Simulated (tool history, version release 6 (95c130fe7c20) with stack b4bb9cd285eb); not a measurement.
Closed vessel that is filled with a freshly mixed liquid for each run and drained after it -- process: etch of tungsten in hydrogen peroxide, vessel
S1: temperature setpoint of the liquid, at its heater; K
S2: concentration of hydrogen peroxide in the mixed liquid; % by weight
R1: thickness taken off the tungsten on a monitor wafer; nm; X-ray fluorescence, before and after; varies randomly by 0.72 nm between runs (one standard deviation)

{"run": 1, "day": 0.0, "S1": 324.15, "S2": 22, "time in the liquid (s)": 105, "R1": 360.71}
{"run": 2, "day": 0.05, "S1": 324.15, "S2": 20, "time in the liquid (s)": 105, "R1": 347.07}
{"run": 3, "day": 0.129, "S1": 330.15, "S2": 20, "time in the liquid (s)": 105, "R1": 495.93}
{"run": 4, "day": 0.467, "S1": 330.15, "S2": 15.5, "time in the liquid (s)": 105, "R1": 434.97}
{"run": 5, "day": 0.754, "S1": 330.15, "S2": 15.5, "time in the liquid (s)": 110, "R1": 454.75}
{"run": 6, "day": 0.804, "S1": 328.15, "S2": 15.5, "time in the liquid (s)": 110, "R1": 408.41}

Run 7, settings as shown, results not yet in. Your forecast:
{"run": 7, "day": 1.1, "S1": 326.65, "S2": 15.5, "time in the liquid (s)": 110, "R1": "?"}

R1: 372.27 nm

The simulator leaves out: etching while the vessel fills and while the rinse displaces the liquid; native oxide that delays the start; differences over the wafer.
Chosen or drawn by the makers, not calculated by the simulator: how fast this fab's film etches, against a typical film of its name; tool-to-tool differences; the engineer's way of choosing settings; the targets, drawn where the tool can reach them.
